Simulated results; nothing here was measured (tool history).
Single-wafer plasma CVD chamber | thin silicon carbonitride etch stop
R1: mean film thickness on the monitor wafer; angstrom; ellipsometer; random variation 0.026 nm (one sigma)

{"run": 1, "day": 0.0, "RF power (kW)": 0.23, "deposition time (s)": 23.2, "R1": 134.61}
{"run": 2, "day": 0.179, "RF power (kW)": 0.245, "deposition time (s)": 23.2, "R1": 138.6}
{"run": 3, "day": 0.504, "RF power (kW)": 0.245, "deposition time (s)": 25.8, "R1": 153.16}
{"run": 4, "day": 0.638, "RF power (kW)": 0.265, "deposition time (s)": 25.8, "R1": 156.23}
{"run": 5, "day": 0.867, "RF power (kW)": 0.265, "deposition time (s)": 23.8, "R1": 144.51}
{"run": 6, "day": 1.058, "RF power (kW)": 0.265, "deposition time (s)": 25.8, "R1": 157.39}

Run 7 comes next. What will it give?
{"run": 7, "day": 1.208, "RF power (kW)": 0.245, "deposition time (s)": 23.6, "R1": "?"}

Run 7 gave R1 139.86 angstrom.

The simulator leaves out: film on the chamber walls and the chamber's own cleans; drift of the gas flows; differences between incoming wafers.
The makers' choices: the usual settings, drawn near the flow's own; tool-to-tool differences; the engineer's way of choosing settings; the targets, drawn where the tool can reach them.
